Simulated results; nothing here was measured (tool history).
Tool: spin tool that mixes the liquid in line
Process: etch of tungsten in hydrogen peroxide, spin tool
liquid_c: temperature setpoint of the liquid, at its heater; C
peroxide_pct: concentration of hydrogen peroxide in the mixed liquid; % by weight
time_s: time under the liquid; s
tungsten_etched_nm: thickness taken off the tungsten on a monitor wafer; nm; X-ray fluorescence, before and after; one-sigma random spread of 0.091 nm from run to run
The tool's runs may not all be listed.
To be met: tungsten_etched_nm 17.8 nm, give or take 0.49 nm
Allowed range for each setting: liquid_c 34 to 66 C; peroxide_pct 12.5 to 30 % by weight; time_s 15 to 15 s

| run | day | liquid_c | peroxide_pct | time_s | tungsten_etched_nm |
|---|---|---|---|---|---|
| 1 | 0 | 50 | 24.5 | 15 | 30.561 |
| 2 | 0.283 | 50 | 24.5 | 15 | 30.854 |
| 3 | 0.404 | 48 | 24.5 | 15 | 27.252 |
| 4 | 0.642 | 46.5 | 24.5 | 15 | 24.801 |
| 5 | 0.996 | 46.5 | 24.5 | 15 | 24.932 |
| 6 | 1.033 | 52 | 24.5 | 15 | 35.076 |
| 7 | 1.308 | 50 | 24.5 | 15 | 30.75 |
| 8 | 1.496 | 48.5 | 24.5 | 15 | 28.154 |
| 9 | 1.521 | 47 | 24.5 | 15 | 25.71 |
| 10 | 1.575 | 40 | 24.5 | 15 | 16.376 |

Consider the 4 candidate settings below. Which is the only one whose results all fall within their allowed miss of target?
| A | 1.629 | 40 | 22.5 | 15 | ? |
| B | 1.629 | 43 | 14.5 | 15 | ? |
| C | 1.629 | 39 | 23.5 | 15 | ? |
| D | 1.629 | 40.5 | 27 | 15 | ? |

| move | tungsten_etched_nm |
|---|---|
| A | 15.645 |
| B | 15.239 |
| C | 14.978 |
| D | 17.704 |
A: further off than the last run
B: further off than the last run
C: further off than the last run
D: in spec on every target
Go with D: it meets all targets.
